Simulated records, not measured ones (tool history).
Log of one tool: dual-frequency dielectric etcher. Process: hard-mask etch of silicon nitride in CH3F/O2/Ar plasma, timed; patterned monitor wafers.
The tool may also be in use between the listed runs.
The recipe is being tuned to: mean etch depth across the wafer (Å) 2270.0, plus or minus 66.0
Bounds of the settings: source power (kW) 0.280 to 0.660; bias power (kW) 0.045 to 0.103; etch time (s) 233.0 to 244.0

run  hour  source power (kW)  bias power (kW)  etch time (s)  mean etch depth across the wafer (Å)
  1   0.0              0.470            0.074          233.0                                1888.3
  2   6.3              0.430            0.074          233.0                                1824.5
  3  13.8              0.470            0.077          234.0                                1933.3
  4  14.7              0.500            0.079          234.5                                2010.7
  5  21.0              0.530            0.080          235.0                                2070.1
  6  29.3              0.450            0.080          235.0                                1938.5
  7  36.7              0.480            0.082          235.5                                2016.1
  8  41.1              0.500            0.083          236.0                                2068.9

Which of these 4 next moves meets every target?
  A  45.5              0.500            0.092          244.0                                     ?
  B  45.5              0.500            0.083          239.5                                     ?
  C  45.5              0.430            0.074          233.0                                     ?
  D  45.5              0.580            0.060          236.0                                     ?

move  mean etch depth across the wafer (Å)
   A                                2245.4
   B                                2100.1
   C                                1824.2
   D                                1881.5
A: all results land within tolerance of their targets
B: better than the last run, though not everything is in spec
C: misses by more than the last run did
D: misses by more than the last run did
The right move is A.
